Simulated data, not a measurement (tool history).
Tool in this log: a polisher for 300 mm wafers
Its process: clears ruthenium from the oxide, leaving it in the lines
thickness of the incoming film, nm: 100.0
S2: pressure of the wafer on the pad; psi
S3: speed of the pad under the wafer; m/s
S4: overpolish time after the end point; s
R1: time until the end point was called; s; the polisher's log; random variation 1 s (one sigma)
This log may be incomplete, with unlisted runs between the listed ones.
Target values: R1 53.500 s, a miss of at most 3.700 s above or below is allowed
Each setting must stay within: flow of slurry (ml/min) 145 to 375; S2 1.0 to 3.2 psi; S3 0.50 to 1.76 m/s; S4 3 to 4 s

run 1 hour=0.0 | flow_of_slurry_(ml/min)=240 S2=2.1 S3=1.12 S4=4 | R1=82.058
run 2 hour=1.0 | flow_of_slurry_(ml/min)=240 S2=2.3 S3=1.12 S4=4 | R1=71.784
run 3 hour=8.9 | flow_of_slurry_(ml/min)=240 S2=2.4 S3=1.12 S4=4 | R1=67.820
run 4 hour=13.3 | flow_of_slurry_(ml/min)=275 S2=2.4 S3=1.12 S4=4 | R1=67.715
run 5 hour=17.4 | flow_of_slurry_(ml/min)=275 S2=2.6 S3=1.14 S4=4 | R1=63.808
run 6 hour=22.2 | flow_of_slurry_(ml/min)=275 S2=2.6 S3=0.86 S4=4 | R1=80.101
run 7 hour=27.7 | flow_of_slurry_(ml/min)=275 S2=2.7 S3=0.88 S4=4 | R1=76.475
run 8 hour=29.8 | flow_of_slurry_(ml/min)=275 S2=2.8 S3=0.90 S4=4 | R1=69.955
run 9 hour=34.8 | flow_of_slurry_(ml/min)=275 S2=2.8 S3=0.92 S4=4 | R1=69.273
run 10 hour=36.4 | flow_of_slurry_(ml/min)=275 S2=2.8 S3=0.94 S4=4 | R1=69.371
run 11 hour=40.9 | flow_of_slurry_(ml/min)=275 S2=2.8 S3=0.96 S4=4 | R1=65.610
run 12 hour=42.2 | flow_of_slurry_(ml/min)=275 S2=3.0 S3=0.98 S4=4 | R1=60.829
run 13 hour=50.8 | flow_of_slurry_(ml/min)=275 S2=3.1 S3=1.02 S4=4 | R1=58.433

4 next moves are on the table. One of them brings every result within its allowed miss. Which?
run A hour=59.4 | flow_of_slurry_(ml/min)=165 S2=3.2 S3=0.86 S4=4 | R1=?
run B hour=59.4 | flow_of_slurry_(ml/min)=230 S2=3.2 S3=1.10 S4=3 | R1=?
run C hour=59.4 | flow_of_slurry_(ml/min)=355 S2=2.9 S3=0.92 S4=4 | R1=?
run D hour=59.4 | flow_of_slurry_(ml/min)=240 S2=3.1 S3=0.90 S4=3 | R1=?

move=A R1=73.320
move=B R1=54.876
move=C R1=68.732
move=D R1=68.358
A: further off than the last run
B: all results in spec
C: further off than the last run
D: further off than the last run
The right move is B.

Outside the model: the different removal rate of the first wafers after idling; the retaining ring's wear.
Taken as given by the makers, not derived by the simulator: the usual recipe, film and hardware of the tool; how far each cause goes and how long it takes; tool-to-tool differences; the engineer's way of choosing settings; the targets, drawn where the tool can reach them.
